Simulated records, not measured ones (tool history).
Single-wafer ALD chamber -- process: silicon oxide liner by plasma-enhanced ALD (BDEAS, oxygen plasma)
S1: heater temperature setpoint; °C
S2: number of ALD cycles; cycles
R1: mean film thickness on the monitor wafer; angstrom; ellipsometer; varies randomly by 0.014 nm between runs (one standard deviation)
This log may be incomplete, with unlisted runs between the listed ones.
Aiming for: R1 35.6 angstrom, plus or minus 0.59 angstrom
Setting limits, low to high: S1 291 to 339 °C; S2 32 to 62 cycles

run,hour,S1,S2,R1
1,0,315,47,39.353
2,3,316,46,38.636
3,5.8,316,45,37.571
4,7.2,321,45,37.618
5,8.2,321,44,36.509
6,16.2,321,40,33.002
7,20.1,321,41,34.023
8,23.9,321,42,34.767

Of the 4 settings listed for the next run, only one would bring every result within its allowed miss of target. Which one?
A,27.7,325,41,?
B,27.7,318,40,?
C,27.7,324,41,?
D,27.7,310,42,?

move,R1
A,33.98
B,33.535
C,34.036
D,35.673
A: moves away from the targets compared with the last run
B: moves away from the targets compared with the last run
C: moves away from the targets compared with the last run
D: every result within its allowed miss
The move that meets every target is D.
